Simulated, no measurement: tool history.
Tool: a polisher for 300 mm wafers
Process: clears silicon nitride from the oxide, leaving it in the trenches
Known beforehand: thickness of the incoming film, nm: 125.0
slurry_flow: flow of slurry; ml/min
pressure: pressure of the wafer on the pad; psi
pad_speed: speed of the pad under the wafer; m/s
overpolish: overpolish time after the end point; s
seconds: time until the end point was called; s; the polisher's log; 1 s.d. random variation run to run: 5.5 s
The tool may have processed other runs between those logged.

run 1 day=0 | slurry_flow=245 pressure=3.2 pad_speed=0.9 overpolish=3 | seconds=141.48
run 2 day=0.296 | slurry_flow=280 pressure=3.2 pad_speed=0.9 overpolish=3 | seconds=143.03
run 3 day=0.562 | slurry_flow=255 pressure=3.2 pad_speed=0.9 overpolish=3 | seconds=139.12
run 4 day=0.75 | slurry_flow=255 pressure=2.7 pad_speed=0.84 overpolish=3 | seconds=179.82
run 5 day=1.042 | slurry_flow=255 pressure=2.3 pad_speed=0.82 overpolish=3 | seconds=213.16
run 6 day=1.412 | slurry_flow=220 pressure=2.3 pad_speed=0.82 overpolish=3 | seconds=222.12
run 7 day=1.704 | slurry_flow=220 pressure=2.1 pad_speed=0.82 overpolish=3 | seconds=234.87

The next listed run, before its measurement:
run 8 day=1.746 | slurry_flow=220 pressure=1.5 pad_speed=0.78 overpolish=3 | seconds=?

Run 8 yielded seconds 333.75 s.
